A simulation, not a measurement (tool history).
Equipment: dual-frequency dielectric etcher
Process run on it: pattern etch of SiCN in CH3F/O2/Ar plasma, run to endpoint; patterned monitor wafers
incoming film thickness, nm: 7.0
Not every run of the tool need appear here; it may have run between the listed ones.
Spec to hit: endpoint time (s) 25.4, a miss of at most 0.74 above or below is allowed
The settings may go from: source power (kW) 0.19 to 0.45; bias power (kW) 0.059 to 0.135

Run 1, hour 0: source power (kW) 0.32, bias power (kW) 0.097. Result: endpoint time (s) 20.228.
Run 2, hour 6.6: source power (kW) 0.32, bias power (kW) 0.103. Result: endpoint time (s) 19.654.
Run 3, hour 7.5: source power (kW) 0.3, bias power (kW) 0.099. Result: endpoint time (s) 20.43.
Run 4, hour 15.1: source power (kW) 0.29, bias power (kW) 0.095. Result: endpoint time (s) 21.188.
Run 5, hour 17: source power (kW) 0.29, bias power (kW) 0.102. Result: endpoint time (s) 20.608.
Run 6, hour 20.3: source power (kW) 0.29, bias power (kW) 0.114. Result: endpoint time (s) 19.479.
Run 7, hour 28.1: source power (kW) 0.28, bias power (kW) 0.109. Result: endpoint time (s) 20.411.
Run 8, hour 34.3: source power (kW) 0.27, bias power (kW) 0.106. Result: endpoint time (s) 20.822.
Run 9, hour 40.5: source power (kW) 0.26, bias power (kW) 0.103. Result: endpoint time (s) 21.31.
Run 10, hour 46.6: source power (kW) 0.25, bias power (kW) 0.1. Result: endpoint time (s) 22.178.
Run 11, hour 47.4: source power (kW) 0.19, bias power (kW) 0.086. Result: endpoint time (s) 26.564.

Pick the move, out of 5, that brings all results within their allowed miss; only one does.
Run A, hour 48.2: source power (kW) 0.22, bias power (kW) 0.093. Result: endpoint time (s) ?.
Run B, hour 48.2: source power (kW) 0.19, bias power (kW) 0.079. Result: endpoint time (s) ?.
Run C, hour 48.2: source power (kW) 0.23, bias power (kW) 0.088. Result: endpoint time (s) ?.
Run D, hour 48.2: source power (kW) 0.19, bias power (kW) 0.102. Result: endpoint time (s) ?.
Run E, hour 48.2: source power (kW) 0.22, bias power (kW) 0.096. Result: endpoint time (s) ?.

move  endpoint time (s)
   A             24.523
   B             28.108
   C             24.507
   D             25.501
   E             24.229
A: carries the result that was furthest off beyond its target, to the other side
B: moves away from the targets compared with the last run
C: carries the result that was furthest off beyond its target, to the other side
D: each result inside its tolerance
E: carries the result that was furthest off beyond its target, to the other side
Go with D: it meets all targets.
